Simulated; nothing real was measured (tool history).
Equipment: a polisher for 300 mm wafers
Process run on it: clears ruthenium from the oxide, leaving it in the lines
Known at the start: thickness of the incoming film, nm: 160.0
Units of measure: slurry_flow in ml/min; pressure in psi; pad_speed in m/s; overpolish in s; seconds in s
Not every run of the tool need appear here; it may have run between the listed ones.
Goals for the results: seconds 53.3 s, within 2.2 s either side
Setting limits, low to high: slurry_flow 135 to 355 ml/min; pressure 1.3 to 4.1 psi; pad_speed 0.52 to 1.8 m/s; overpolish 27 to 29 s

run 1 hour=0 | slurry_flow=225 pressure=2.7 pad_speed=1.16 overpolish=27 | seconds=84.317
run 2 hour=7.9 | slurry_flow=225 pressure=3 pad_speed=1.16 overpolish=27 | seconds=79.382
run 3 hour=13.4 | slurry_flow=225 pressure=3.3 pad_speed=1.2 overpolish=27 | seconds=68.352
run 4 hour=14.3 | slurry_flow=275 pressure=3.3 pad_speed=1.2 overpolish=27 | seconds=67.84
run 5 hour=15.4 | slurry_flow=275 pressure=3.3 pad_speed=1.2 overpolish=29 | seconds=67.82
run 6 hour=17.7 | slurry_flow=275 pressure=3.3 pad_speed=1.2 overpolish=27 | seconds=67.846
run 7 hour=24 | slurry_flow=275 pressure=3.5 pad_speed=1.2 overpolish=27 | seconds=64.65
run 8 hour=31.7 | slurry_flow=275 pressure=3.7 pad_speed=1.22 overpolish=27 | seconds=61.357
run 9 hour=34.1 | slurry_flow=275 pressure=3.8 pad_speed=1.24 overpolish=27 | seconds=59.662
run 10 hour=37.6 | slurry_flow=275 pressure=3.9 pad_speed=1.26 overpolish=27 | seconds=56.546

Of the 4 settings listed for the next run, only one would bring every result within its allowed miss of target. Which one?
run A hour=41.1 | slurry_flow=305 pressure=3.9 pad_speed=1.2 overpolish=27 | seconds=?
run B hour=41.1 | slurry_flow=255 pressure=4.1 pad_speed=1.38 overpolish=29 | seconds=?
run C hour=41.1 | slurry_flow=235 pressure=3.8 pad_speed=1.4 overpolish=29 | seconds=?
run D hour=41.1 | slurry_flow=275 pressure=4.1 pad_speed=1.2 overpolish=27 | seconds=?

move=A seconds=58.698
move=B seconds=50.005
move=C seconds=53.097
move=D seconds=56.825
A: further off than the last run
B: carries the result that was furthest off beyond its target, to the other side
C: all results in spec
D: further off than the last run
Move C is the one to make.

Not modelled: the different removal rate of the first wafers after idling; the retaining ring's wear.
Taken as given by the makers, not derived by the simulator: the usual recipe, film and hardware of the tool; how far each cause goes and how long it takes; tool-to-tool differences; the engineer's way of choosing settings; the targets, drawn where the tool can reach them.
